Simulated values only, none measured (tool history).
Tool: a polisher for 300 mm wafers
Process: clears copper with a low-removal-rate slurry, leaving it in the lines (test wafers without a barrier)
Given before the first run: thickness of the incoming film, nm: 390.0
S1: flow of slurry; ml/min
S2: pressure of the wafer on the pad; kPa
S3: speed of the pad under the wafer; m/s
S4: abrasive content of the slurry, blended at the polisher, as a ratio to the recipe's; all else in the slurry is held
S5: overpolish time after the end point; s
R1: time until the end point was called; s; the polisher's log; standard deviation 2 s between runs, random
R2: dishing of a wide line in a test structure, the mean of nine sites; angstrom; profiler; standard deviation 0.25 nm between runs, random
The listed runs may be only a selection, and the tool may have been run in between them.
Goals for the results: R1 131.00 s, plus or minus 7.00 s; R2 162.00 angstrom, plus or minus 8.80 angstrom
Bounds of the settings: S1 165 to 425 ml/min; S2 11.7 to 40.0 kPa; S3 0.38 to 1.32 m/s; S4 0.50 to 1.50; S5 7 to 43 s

Run 1, hour 0.0: S1 275 ml/min, S2 25.5 kPa, S3 0.84 m/s, S4 1.00, S5 22 s. Result: R1 121.32 s, R2 454.44 angstrom.
Run 2, hour 3.2: S1 340 ml/min, S2 25.5 kPa, S3 0.84 m/s, S4 1.00, S5 22 s. Result: R1 120.20 s, R2 478.75 angstrom.
Run 3, hour 5.4: S1 280 ml/min, S2 21.4 kPa, S3 0.92 m/s, S4 1.00, S5 17 s. Result: R1 133.08 s, R2 348.97 angstrom.
Run 4, hour 12.0: S1 240 ml/min, S2 18.6 kPa, S3 1.00 m/s, S4 1.00, S5 14 s. Result: R1 144.26 s, R2 279.48 angstrom.
Run 5, hour 19.6: S1 240 ml/min, S2 18.6 kPa, S3 1.18 m/s, S4 1.00, S5 14 s. Result: R1 120.72 s, R2 319.31 angstrom.
Run 6, hour 22.1: S1 205 ml/min, S2 18.6 kPa, S3 1.18 m/s, S4 1.00, S5 14 s. Result: R1 127.14 s, R2 312.98 angstrom.
Run 7, hour 24.2: S1 205 ml/min, S2 18.6 kPa, S3 1.18 m/s, S4 1.00, S5 14 s. Result: R1 128.22 s, R2 298.40 angstrom.
Run 8, hour 33.1: S1 190 ml/min, S2 16.5 kPa, S3 1.22 m/s, S4 1.05, S5 12 s. Result: R1 134.45 s, R2 249.28 angstrom.
Run 9, hour 41.1: S1 190 ml/min, S2 15.2 kPa, S3 1.24 m/s, S4 1.20, S5 10 s. Result: R1 145.90 s, R2 208.14 angstrom.
Run 10, hour 45.2: S1 180 ml/min, S2 15.2 kPa, S3 1.26 m/s, S4 1.30, S5 9 s. Result: R1 140.95 s, R2 188.59 angstrom.
Run 11, hour 49.1: S1 175 ml/min, S2 15.2 kPa, S3 1.28 m/s, S4 1.35, S5 8 s. Result: R1 139.78 s, R2 171.08 angstrom.
Run 12, hour 53.3: S1 180 ml/min, S2 15.9 kPa, S3 1.28 m/s, S4 1.40, S5 8 s. Result: R1 131.70 s, R2 178.83 angstrom.
Run 13, hour 62.3: S1 180 ml/min, S2 15.9 kPa, S3 1.28 m/s, S4 1.45, S5 8 s. Result: R1 129.17 s, R2 180.95 angstrom.
Run 14, hour 71.4: S1 180 ml/min, S2 13.1 kPa, S3 1.32 m/s, S4 1.50, S5 7 s. Result: R1 148.91 s, R2 140.68 angstrom.
Run 15, hour 77.7: S1 180 ml/min, S2 13.8 kPa, S3 1.32 m/s, S4 1.50, S5 7 s. Result: R1 146.31 s, R2 149.11 angstrom.
Run 16, hour 78.7: S1 175 ml/min, S2 14.5 kPa, S3 1.32 m/s, S4 1.50, S5 7 s. Result: R1 137.05 s, R2 151.99 angstrom.
Run 17, hour 85.9: S1 175 ml/min, S2 15.9 kPa, S3 1.32 m/s, S4 1.50, S5 8 s. Result: R1 122.32 s, R2 183.20 angstrom.

Which one of the following 5 next-run settings gets every result inside its allowed miss? There is exactly one.
Run A, hour 93.1: S1 205 ml/min, S2 13.1 kPa, S3 1.30 m/s, S4 1.35, S5 7 s. Result: R1 ?, R2 ?.
Run B, hour 93.1: S1 195 ml/min, S2 13.8 kPa, S3 1.32 m/s, S4 1.50, S5 7 s. Result: R1 ?, R2 ?.
Run C, hour 93.1: S1 185 ml/min, S2 13.1 kPa, S3 1.30 m/s, S4 1.50, S5 7 s. Result: R1 ?, R2 ?.
Run D, hour 93.1: S1 255 ml/min, S2 14.5 kPa, S3 1.32 m/s, S4 1.50, S5 7 s. Result: R1 ?, R2 ?.
Run E, hour 93.1: S1 190 ml/min, S2 14.5 kPa, S3 1.18 m/s, S4 1.45, S5 7 s. Result: R1 ?, R2 ?.

move      R1      R2
   A  151.67  140.61
   B  140.86  150.83
   C  151.31  140.92
   D  129.56  163.21
   E  150.83  141.71
A: pushes the last run's worst result past its target
B: pushes the last run's worst result past its target
C: pushes the last run's worst result past its target
D: all results land within tolerance of their targets
E: pushes the last run's worst result past its target
Move D is the one to make.
